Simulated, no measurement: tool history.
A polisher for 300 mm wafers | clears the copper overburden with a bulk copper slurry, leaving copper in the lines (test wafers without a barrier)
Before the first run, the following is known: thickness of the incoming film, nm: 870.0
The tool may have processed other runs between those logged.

run	hour	flow of slurry (ml/min)	pressure of the wafer on the pad (psi)	speed of the pad under the wafer (cm/s)	abrasive content of the slurry	overpolish time after the end point (s)	time until the end point was called (s)	dishing of a wide line in a test structure (nm)
1	0	310	3.1	128	1	16	63.659	114.58
2	4.4	310	3.1	128	1.1	16	62.121	114.82
3	13	310	2.4	128	1.1	16	78.855	95.673
4	20	345	2.4	128	1.1	16	76.735	96.543
5	25.5	340	2.4	128	1.1	16	78.707	95.734
6	30.4	405	2.4	128	1.1	16	77.904	97.566

Run 7 is up next; what results do you expect?
7	33.9	405	2.4	128	1.1	16	?	?

{"run 7": {"time until the end point was called (s)": 74.696, "dishing of a wide line in a test structure (nm)": 96.41}}
